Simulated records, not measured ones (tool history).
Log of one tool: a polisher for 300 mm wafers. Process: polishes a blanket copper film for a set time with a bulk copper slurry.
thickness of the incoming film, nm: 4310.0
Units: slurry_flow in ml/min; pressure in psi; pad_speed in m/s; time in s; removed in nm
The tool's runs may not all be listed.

{"run": 1, "hour": 0.0, "slurry_flow": 215, "pressure": 2, "pad_speed": 1.42, "slurry_solids": 1, "time": 76, "removed": 673.57}
{"run": 2, "hour": 2.4, "slurry_flow": 215, "pressure": 1.8, "pad_speed": 1.42, "slurry_solids": 1, "time": 76, "removed": 607.11}
{"run": 3, "hour": 3.7, "slurry_flow": 245, "pressure": 1.8, "pad_speed": 1.42, "slurry_solids": 1, "time": 76, "removed": 626.75}
{"run": 4, "hour": 6.5, "slurry_flow": 235, "pressure": 1.7, "pad_speed": 1.42, "slurry_solids": 1, "time": 76, "removed": 571.9}
{"run": 5, "hour": 7.4, "slurry_flow": 215, "pressure": 1.7, "pad_speed": 1.42, "slurry_solids": 1, "time": 76, "removed": 571.08}
{"run": 6, "hour": 14.6, "slurry_flow": 215, "pressure": 1.7, "pad_speed": 1.42, "slurry_solids": 1, "time": 76, "removed": 582.76}
{"run": 7, "hour": 18.4, "slurry_flow": 215, "pressure": 1.6, "pad_speed": 1.42, "slurry_solids": 1, "time": 76, "removed": 549.74}
{"run": 8, "hour": 23.5, "slurry_flow": 215, "pressure": 1.5, "pad_speed": 1.42, "slurry_solids": 1, "time": 76, "removed": 506.45}

Forecast run 9:
{"run": 9, "hour": 30.8, "slurry_flow": 210, "pressure": 1.5, "pad_speed": 1.42, "slurry_solids": 1, "time": 76, "removed": "?"}

removed: 516.39 nm

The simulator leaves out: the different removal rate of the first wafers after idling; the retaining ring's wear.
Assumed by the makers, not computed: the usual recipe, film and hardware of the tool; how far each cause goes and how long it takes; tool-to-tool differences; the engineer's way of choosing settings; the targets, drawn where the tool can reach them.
